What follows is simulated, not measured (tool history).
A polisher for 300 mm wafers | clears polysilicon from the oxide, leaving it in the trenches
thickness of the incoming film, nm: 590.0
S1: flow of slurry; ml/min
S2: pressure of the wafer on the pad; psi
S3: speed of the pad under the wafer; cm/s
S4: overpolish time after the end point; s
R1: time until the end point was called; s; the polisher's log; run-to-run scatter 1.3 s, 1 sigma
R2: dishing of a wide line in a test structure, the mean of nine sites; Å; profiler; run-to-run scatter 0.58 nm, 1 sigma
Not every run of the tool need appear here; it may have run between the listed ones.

Run 1, hour 0.0: S1 170 ml/min, S2 2.0 psi, S3 122 cm/s, S4 9 s. Result: R1 56.185 s, R2 460.35 Å.
Run 2, hour 2.4: S1 170 ml/min, S2 1.9 psi, S3 122 cm/s, S4 10 s. Result: R1 60.676 s, R2 481.04 Å.
Run 3, hour 5.7: S1 170 ml/min, S2 1.9 psi, S3 146 cm/s, S4 10 s. Result: R1 53.076 s, R2 484.33 Å.
Run 4, hour 8.5: S1 170 ml/min, S2 1.8 psi, S3 144 cm/s, S4 10 s. Result: R1 57.874 s, R2 476.97 Å.
Run 5, hour 11.3: S1 170 ml/min, S2 2.1 psi, S3 144 cm/s, S4 10 s. Result: R1 48.667 s, R2 510.65 Å.
Run 6, hour 12.9: S1 170 ml/min, S2 2.1 psi, S3 144 cm/s, S4 7 s. Result: R1 49.767 s, R2 441.12 Å.

What does the tool deliver on the next run?
Run 7, hour 20.1: S1 170 ml/min, S2 2.0 psi, S3 142 cm/s, S4 8 s. Result: R1 ?, R2 ?.

R1: 51.505 s
R2: 463.00 Å

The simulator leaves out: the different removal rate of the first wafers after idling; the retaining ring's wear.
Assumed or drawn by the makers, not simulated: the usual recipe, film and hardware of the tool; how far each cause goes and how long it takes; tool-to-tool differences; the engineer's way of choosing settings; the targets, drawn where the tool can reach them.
